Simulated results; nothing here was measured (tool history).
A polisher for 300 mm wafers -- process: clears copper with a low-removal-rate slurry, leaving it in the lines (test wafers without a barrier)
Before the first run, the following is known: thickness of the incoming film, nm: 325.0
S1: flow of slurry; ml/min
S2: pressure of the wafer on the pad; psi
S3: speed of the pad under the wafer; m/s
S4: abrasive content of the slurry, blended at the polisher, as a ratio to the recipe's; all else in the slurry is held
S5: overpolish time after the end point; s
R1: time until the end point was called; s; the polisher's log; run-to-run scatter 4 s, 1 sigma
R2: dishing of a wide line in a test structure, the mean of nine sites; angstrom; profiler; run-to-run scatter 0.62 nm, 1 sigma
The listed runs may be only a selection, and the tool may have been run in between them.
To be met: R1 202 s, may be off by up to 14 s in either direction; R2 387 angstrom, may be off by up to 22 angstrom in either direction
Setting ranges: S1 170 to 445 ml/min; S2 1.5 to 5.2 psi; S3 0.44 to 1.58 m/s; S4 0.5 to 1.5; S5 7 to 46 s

run  hour   S1   S2    S3  S4  S5      R1      R2
  1     0  285  3.3     1   1  24   132.7  392.79
  2     1  285  2.9  0.98   1  27  141.21  391.86
  3   5.8  250  2.9  0.98   1  27  150.35  388.08
  4  14.6  250  2.9  0.98   1  19  154.33  297.96
  5  16.5  235  2.6  0.94   1  24  173.61  320.09
  6  19.1  235  2.6   1.2   1  24  137.68     368
  7    25  240  1.6  1.08   1  35   220.5  348.64
  8  28.4  240  1.7  1.08   1  35  208.22  347.36

Exactly one of the 4 candidate moves below puts every result within its allowed miss. Which one?
  A  31.8  275  1.8  1.02   1.1  38   ?   ?
  B  31.8  170  2.3  0.86     1  29   ?   ?
  C  31.8  275    2  0.98  0.95  28   ?   ?
  D  31.8  210  1.5  1.12  1.05  36   ?   ?

move      R1      R2
   A  208.32  383.59
   B  223.38  296.62
   C  205.63  306.37
   D  224.97  342.58
A: all results land within tolerance of their targets
B: the biggest miss grows against the last run
C: the biggest miss grows against the last run
D: the biggest miss grows against the last run
So the answer is move A, the one that meets all the targets.
